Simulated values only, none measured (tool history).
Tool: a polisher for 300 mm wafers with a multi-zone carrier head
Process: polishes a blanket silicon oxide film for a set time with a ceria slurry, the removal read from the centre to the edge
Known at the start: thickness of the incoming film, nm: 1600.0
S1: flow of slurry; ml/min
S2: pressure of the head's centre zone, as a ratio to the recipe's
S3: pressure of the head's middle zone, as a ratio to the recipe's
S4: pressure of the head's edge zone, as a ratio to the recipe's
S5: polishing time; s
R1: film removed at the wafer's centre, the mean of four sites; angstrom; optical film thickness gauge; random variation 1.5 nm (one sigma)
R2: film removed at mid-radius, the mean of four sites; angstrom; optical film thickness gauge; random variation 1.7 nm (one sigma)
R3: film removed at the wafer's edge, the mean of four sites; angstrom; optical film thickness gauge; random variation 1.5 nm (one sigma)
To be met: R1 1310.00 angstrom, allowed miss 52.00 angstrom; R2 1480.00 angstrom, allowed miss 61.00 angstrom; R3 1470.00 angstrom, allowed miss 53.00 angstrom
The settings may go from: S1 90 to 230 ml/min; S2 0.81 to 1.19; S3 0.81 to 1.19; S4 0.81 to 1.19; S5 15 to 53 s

run  hour   S1    S2    S3    S4  S5       R1       R2       R3
  1   0.0  150  1.00  1.00  1.00  34   966.84   964.86   960.86
  2   1.9  175  1.00  1.00  1.00  34   978.40   981.78   994.11
  3  10.8  175  1.00  1.00  0.93  34   970.52  1002.00   957.78
  4  14.2  185  0.99  1.03  0.97  37  1066.30  1121.10  1073.10
  5  23.1  185  0.99  1.03  1.03  37  1077.50  1139.00  1120.50
  6  30.7  185  0.99  1.03  1.03  32   926.52   961.06   961.41
  7  34.6  195  0.98  1.05  1.06  35   996.38  1077.90  1058.90
  8  39.8  200  0.98  1.05  1.08  38  1083.80  1183.50  1171.00

4 next moves are on the table. One of them brings every result within its allowed miss. Which?
  A  45.0  210  0.87  1.07  1.11  47   ?   ?   ?
  B  45.0  205  1.07  1.01  1.11  44   ?   ?   ?
  C  45.0  230  0.95  1.08  1.15  46   ?   ?   ?
  D  45.0  215  0.93  1.07  1.08  43   ?   ?   ?

move       R1       R2       R3
   A  1189.40  1455.00  1459.10
   B  1366.70  1292.10  1364.10
   C  1287.30  1450.00  1465.60
   D  1167.50  1334.50  1319.30
A: brings the result that was furthest off to its target, and leaves another outside
B: nearer than the last run, and not there yet
C: meets every target
D: nearer than the last run, and not there yet
Move C is the one to make.

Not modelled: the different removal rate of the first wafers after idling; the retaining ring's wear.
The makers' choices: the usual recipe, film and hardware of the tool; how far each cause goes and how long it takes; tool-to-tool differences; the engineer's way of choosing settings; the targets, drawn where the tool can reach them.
